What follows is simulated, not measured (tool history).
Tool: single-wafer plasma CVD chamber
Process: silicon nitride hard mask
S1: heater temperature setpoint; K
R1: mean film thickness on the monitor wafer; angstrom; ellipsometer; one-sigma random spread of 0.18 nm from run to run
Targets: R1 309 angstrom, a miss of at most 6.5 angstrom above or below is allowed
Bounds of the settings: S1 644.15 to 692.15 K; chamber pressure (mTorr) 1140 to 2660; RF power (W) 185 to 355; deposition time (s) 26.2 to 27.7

{"run": 1, "hour": 0.0, "S1": 668.15, "chamber pressure (mTorr)": 1900, "RF power (W)": 270, "deposition time (s)": 27.7, "R1": 343.69}
{"run": 2, "hour": 5.8, "S1": 668.15, "chamber pressure (mTorr)": 1900, "RF power (W)": 270, "deposition time (s)": 27.7, "R1": 340.94}
{"run": 3, "hour": 7.3, "S1": 668.15, "chamber pressure (mTorr)": 1760, "RF power (W)": 265, "deposition time (s)": 27.7, "R1": 328.26}
{"run": 4, "hour": 12.7, "S1": 668.15, "chamber pressure (mTorr)": 1760, "RF power (W)": 265, "deposition time (s)": 27.7, "R1": 329.87}
{"run": 5, "hour": 20.2, "S1": 668.15, "chamber pressure (mTorr)": 1760, "RF power (W)": 305, "deposition time (s)": 27.7, "R1": 363.48}
{"run": 6, "hour": 24.7, "S1": 678.15, "chamber pressure (mTorr)": 1760, "RF power (W)": 305, "deposition time (s)": 27.7, "R1": 359.14}
{"run": 7, "hour": 27.3, "S1": 678.15, "chamber pressure (mTorr)": 1600, "RF power (W)": 295, "deposition time (s)": 27.6, "R1": 337.48}
{"hour": 30.8, "done": "thermocouple changed; heater temperature recalibrated"}
{"run": 8, "hour": 30.8, "S1": 678.15, "chamber pressure (mTorr)": 1490, "RF power (W)": 295, "deposition time (s)": 27.6, "R1": 322.79}

Which one of the following 5 next-run settings gets every result inside its allowed miss? There is exactly one.
{"run": "A", "hour": 34.3, "S1": 671.15, "chamber pressure (mTorr)": 1480, "RF power (W)": 300, "deposition time (s)": 26.2, "R1": "?"}
{"run": "B", "hour": 34.3, "S1": 677.15, "chamber pressure (mTorr)": 1740, "RF power (W)": 285, "deposition time (s)": 27.7, "R1": "?"}
{"run": "C", "hour": 34.3, "S1": 672.15, "chamber pressure (mTorr)": 1800, "RF power (W)": 295, "deposition time (s)": 27.2, "R1": "?"}
{"run": "D", "hour": 34.3, "S1": 680.15, "chamber pressure (mTorr)": 1530, "RF power (W)": 275, "deposition time (s)": 26.2, "R1": "?"}
{"run": "E", "hour": 34.3, "S1": 680.15, "chamber pressure (mTorr)": 1580, "RF power (W)": 310, "deposition time (s)": 27.7, "R1": "?"}

move=A R1=311.33
move=B R1=342.68
move=C R1=350.94
move=D R1=296.35
move=E R1=347.41
A: every result within its allowed miss
B: the biggest miss grows against the last run
C: the biggest miss grows against the last run
D: takes the result that was furthest off past its target
E: the biggest miss grows against the last run
Move A is the one to make.

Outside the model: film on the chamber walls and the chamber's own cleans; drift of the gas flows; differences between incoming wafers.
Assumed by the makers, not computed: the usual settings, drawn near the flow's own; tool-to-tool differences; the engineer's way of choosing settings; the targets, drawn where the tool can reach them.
